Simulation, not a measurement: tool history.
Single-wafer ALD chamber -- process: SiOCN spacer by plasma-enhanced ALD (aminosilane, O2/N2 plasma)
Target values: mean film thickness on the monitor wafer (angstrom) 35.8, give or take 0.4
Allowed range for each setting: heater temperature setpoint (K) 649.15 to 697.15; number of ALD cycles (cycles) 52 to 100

run  hour  heater temperature setpoint (K)  number of ALD cycles (cycles)  mean film thickness on the monitor wafer (angstrom)
  1     0                           673.15                             76                                               45.841
  2   0.5                           675.15                             71                                                42.51
  3   4.8                           678.15                             68                                               40.375
  4  12.4                           681.15                             66                                               38.953
  5  12.9                           684.15                             65                                               37.971
  6  16.8                           689.15                             65                                               37.367
  7  22.7                           691.15                             65                                               37.273
  8  24.3                           692.15                             64                                               36.543
  9  28.4                           693.15                             64                                               36.601
 10  34.7                           694.15                             64                                                 36.3

5 next moves are on the table. One of them brings every result within its allowed miss. Which?
  A    41                           695.15                             63                                                    ?
  B    41                           697.15                             66                                                    ?
  C    41                           693.15                             64                                                    ?
  D    41                           689.15                             64                                                    ?
  E    41                           697.15                             65                                                    ?

move  mean film thickness on the monitor wafer (angstrom)
   A                                               35.597
   B                                               37.083
   C                                               36.365
   D                                                36.77
   E                                               36.521
A: each result inside its tolerance
B: moves away from the targets compared with the last run
C: moves away from the targets compared with the last run
D: moves away from the targets compared with the last run
E: moves away from the targets compared with the last run
Move A is the one to make.
